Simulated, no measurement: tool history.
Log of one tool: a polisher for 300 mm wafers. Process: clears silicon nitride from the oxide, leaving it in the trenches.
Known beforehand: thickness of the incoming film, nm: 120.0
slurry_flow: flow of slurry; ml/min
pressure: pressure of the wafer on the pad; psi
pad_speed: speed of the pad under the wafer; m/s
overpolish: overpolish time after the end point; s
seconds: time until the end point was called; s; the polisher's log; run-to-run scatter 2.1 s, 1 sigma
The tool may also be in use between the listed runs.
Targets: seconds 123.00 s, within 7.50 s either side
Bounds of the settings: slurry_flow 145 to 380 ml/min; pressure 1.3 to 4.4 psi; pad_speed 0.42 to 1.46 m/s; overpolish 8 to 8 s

run 1 hour=0.0 | slurry_flow=245 pressure=2.8 pad_speed=0.94 overpolish=8 | seconds=186.40
run 2 hour=1.5 | slurry_flow=245 pressure=2.2 pad_speed=0.94 overpolish=8 | seconds=232.11
run 3 hour=8.0 | slurry_flow=245 pressure=2.7 pad_speed=0.94 overpolish=8 | seconds=187.75
run 4 hour=15.1 | slurry_flow=245 pressure=2.9 pad_speed=0.94 overpolish=8 | seconds=183.35
run 5 hour=15.9 | slurry_flow=245 pressure=3.1 pad_speed=0.96 overpolish=8 | seconds=157.32
run 6 hour=22.4 | slurry_flow=245 pressure=3.2 pad_speed=0.96 overpolish=8 | seconds=160.02
run 7 hour=30.8 | slurry_flow=245 pressure=3.3 pad_speed=0.96 overpolish=8 | seconds=155.68
run 8 hour=36.6 | slurry_flow=245 pressure=3.3 pad_speed=0.96 overpolish=8 | seconds=148.76

Exercise: of the 5 proposed moves below, exactly one satisfies all targets within the stated allowed misses. Which move is it?
run A hour=42.4 | slurry_flow=210 pressure=3.9 pad_speed=1.06 overpolish=8 | seconds=?
run B hour=42.4 | slurry_flow=170 pressure=4.4 pad_speed=1.10 overpolish=8 | seconds=?
run C hour=42.4 | slurry_flow=290 pressure=3.4 pad_speed=0.98 overpolish=8 | seconds=?
run D hour=42.4 | slurry_flow=325 pressure=2.9 pad_speed=1.12 overpolish=8 | seconds=?
run E hour=42.4 | slurry_flow=145 pressure=3.5 pad_speed=1.08 overpolish=8 | seconds=?

move=A seconds=124.58
move=B seconds=111.37
move=C seconds=145.97
move=D seconds=147.26
move=E seconds=146.71
A: meets every target
B: the result that was furthest off in the last run now lies on the other side of its target
C: gains on the last run, yet a result remains outside its allowed miss
D: gains on the last run, yet a result remains outside its allowed miss
E: gains on the last run, yet a result remains outside its allowed miss
So the answer is move A, the one that meets all the targets.

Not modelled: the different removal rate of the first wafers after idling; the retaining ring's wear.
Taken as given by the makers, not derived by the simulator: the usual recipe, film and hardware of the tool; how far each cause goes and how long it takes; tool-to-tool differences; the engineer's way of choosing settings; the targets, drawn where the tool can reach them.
